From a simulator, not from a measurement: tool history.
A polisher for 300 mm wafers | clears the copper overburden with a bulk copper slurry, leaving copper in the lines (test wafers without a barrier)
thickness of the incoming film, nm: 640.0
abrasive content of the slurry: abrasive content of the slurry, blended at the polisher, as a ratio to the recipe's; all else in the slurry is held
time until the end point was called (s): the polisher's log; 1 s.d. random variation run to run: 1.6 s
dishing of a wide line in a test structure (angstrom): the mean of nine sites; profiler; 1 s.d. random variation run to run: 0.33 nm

run  hour  flow of slurry (ml/min)  pressure of the wafer on the pad (psi)  speed of the pad under the wafer (m/s)  abrasive content of the slurry  overpolish time after the end point (s)  time until the end point was called (s)  dishing of a wide line in a test structure (angstrom)
  1     0                      180                                     3.2                                    1.06                               1                                       11                                   54.317                                                 724.76
  2   2.8                      180                                     3.2                                    1.06                            1.15                                       11                                   52.924                                                 734.01
  3   7.5                      205                                     3.2                                    1.06                            1.15                                       11                                   51.581                                                  779.3
  4  10.5                      205                                     3.2                                    0.96                            1.15                                       11                                   53.955                                                 690.14
  5  14.5                      205                                     3.2                                    0.96                            1.35                                       11                                   51.924                                                 751.75
  6  15.2                      205                                     3.2                                    1.16                            1.35                                       11                                   47.328                                                 778.26
  7    20                      185                                     2.8                                    1.08                             1.4                                        9                                   53.566                                                 627.09
  8  21.1                      170                                     2.5                                    0.96                             1.4                                        8                                   64.139                                                 510.36
  9  29.3                      120                                     1.6                                    0.66                             1.5                                        3                                   122.41                                                 127.34
 10  30.6                      120                                     1.8                                    0.68                             1.5                                        3                                   108.88                                                 135.49
 11  31.9                      125                                     1.9                                    0.68                             1.5                                        3                                    103.4                                                 145.21
 12  40.2                      125                                     1.9                                    0.68                             1.5                                        3                                   107.15                                                 144.94
 13  46.7                      125                                       2                                    0.68                             1.5                                        3                                   100.39                                                  147.9
 14  51.1                      125                                     2.4                                     0.7                             1.5                                        4                                   82.377                                                 223.52

What will run 15 give?
 15  56.4                      120                                     2.3                                    0.72                             1.5                                        4                                        ?                                                      ?

time until the end point was called (s): 86.061
dishing of a wide line in a test structure (angstrom): 218.42

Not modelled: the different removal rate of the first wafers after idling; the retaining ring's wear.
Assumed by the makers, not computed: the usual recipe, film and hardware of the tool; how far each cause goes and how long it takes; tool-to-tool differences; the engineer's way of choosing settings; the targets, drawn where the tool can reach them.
